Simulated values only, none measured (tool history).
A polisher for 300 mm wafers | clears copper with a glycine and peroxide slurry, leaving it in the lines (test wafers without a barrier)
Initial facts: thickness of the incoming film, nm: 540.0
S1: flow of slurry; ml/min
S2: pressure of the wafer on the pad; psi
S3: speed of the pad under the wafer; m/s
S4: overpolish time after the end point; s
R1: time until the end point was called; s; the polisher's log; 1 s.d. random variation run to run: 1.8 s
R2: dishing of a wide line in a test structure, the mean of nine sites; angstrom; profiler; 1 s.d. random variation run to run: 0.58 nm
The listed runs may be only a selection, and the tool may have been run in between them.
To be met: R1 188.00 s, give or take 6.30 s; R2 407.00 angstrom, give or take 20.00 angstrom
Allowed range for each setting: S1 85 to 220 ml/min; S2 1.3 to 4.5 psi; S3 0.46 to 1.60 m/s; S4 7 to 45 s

{"run": 1, "day": 0.0, "S1": 140, "S2": 2.9, "S3": 1.02, "S4": 23, "R1": 114.82, "R2": 800.44}
{"run": 2, "day": 0.146, "S1": 140, "S2": 2.4, "S3": 1.02, "S4": 23, "R1": 129.63, "R2": 738.53}
{"run": 3, "day": 0.342, "S1": 140, "S2": 2.4, "S3": 1.02, "S4": 31, "R1": 127.03, "R2": 904.56}
{"run": 4, "day": 0.371, "S1": 140, "S2": 2.4, "S3": 1.02, "S4": 36, "R1": 132.63, "R2": 1006.0}
{"run": 5, "day": 0.579, "S1": 140, "S2": 2.2, "S3": 0.98, "S4": 32, "R1": 138.64, "R2": 871.59}
{"run": 6, "day": 0.921, "S1": 140, "S2": 2.1, "S3": 0.94, "S4": 29, "R1": 146.74, "R2": 759.17}
{"run": 7, "day": 1.296, "S1": 140, "S2": 2.0, "S3": 0.92, "S4": 27, "R1": 155.73, "R2": 719.9}
{"run": 8, "day": 1.379, "S1": 140, "S2": 1.9, "S3": 0.92, "S4": 24, "R1": 159.58, "R2": 645.38}
{"run": 9, "day": 1.7, "S1": 140, "S2": 1.8, "S3": 0.92, "S4": 22, "R1": 164.26, "R2": 587.4}
{"run": 10, "day": 2.033, "S1": 140, "S2": 1.7, "S3": 0.92, "S4": 21, "R1": 167.57, "R2": 551.84}
{"run": 11, "day": 2.171, "S1": 130, "S2": 1.3, "S3": 0.92, "S4": 14, "R1": 197.44, "R2": 337.71}
{"run": 12, "day": 2.229, "S1": 135, "S2": 1.3, "S3": 0.92, "S4": 14, "R1": 194.94, "R2": 339.12}
{"run": 13, "day": 2.512, "S1": 140, "S2": 1.3, "S3": 0.92, "S4": 14, "R1": 197.91, "R2": 351.3}
{"run": 14, "day": 2.583, "S1": 170, "S2": 1.5, "S3": 0.92, "S4": 16, "R1": 174.77, "R2": 437.03}
{"run": 15, "day": 2.896, "S1": 165, "S2": 1.5, "S3": 0.92, "S4": 16, "R1": 174.71, "R2": 427.0}
{"run": 16, "day": 3.246, "S1": 160, "S2": 1.5, "S3": 0.92, "S4": 16, "R1": 173.82, "R2": 436.6}
{"run": 17, "day": 3.562, "S1": 155, "S2": 1.5, "S3": 0.92, "S4": 16, "R1": 179.46, "R2": 419.62}

Which of these 5 next moves meets every target?
{"run": "A", "day": 3.879, "S1": 135, "S2": 1.4, "S3": 0.9, "S4": 17, "R1": "?", "R2": "?"}
{"run": "B", "day": 3.879, "S1": 175, "S2": 1.3, "S3": 0.76, "S4": 21, "R1": "?", "R2": "?"}
{"run": "C", "day": 3.879, "S1": 180, "S2": 1.4, "S3": 0.86, "S4": 18, "R1": "?", "R2": "?"}
{"run": "D", "day": 3.879, "S1": 100, "S2": 1.7, "S3": 0.98, "S4": 18, "R1": "?", "R2": "?"}
{"run": "E", "day": 3.879, "S1": 150, "S2": 1.3, "S3": 0.84, "S4": 15, "R1": "?", "R2": "?"}

move=A R1=189.75 R2=417.58
move=B R1=208.15 R2=464.40
move=C R1=186.02 R2=446.82
move=D R1=173.97 R2=472.90
move=E R1=201.02 R2=356.02
A: all results land within tolerance of their targets
B: takes the result that was furthest off past its target
C: brings the last run's worst result on target, with another outside its allowed miss
D: moves away from the targets compared with the last run
E: takes the result that was furthest off past its target
Answer: A
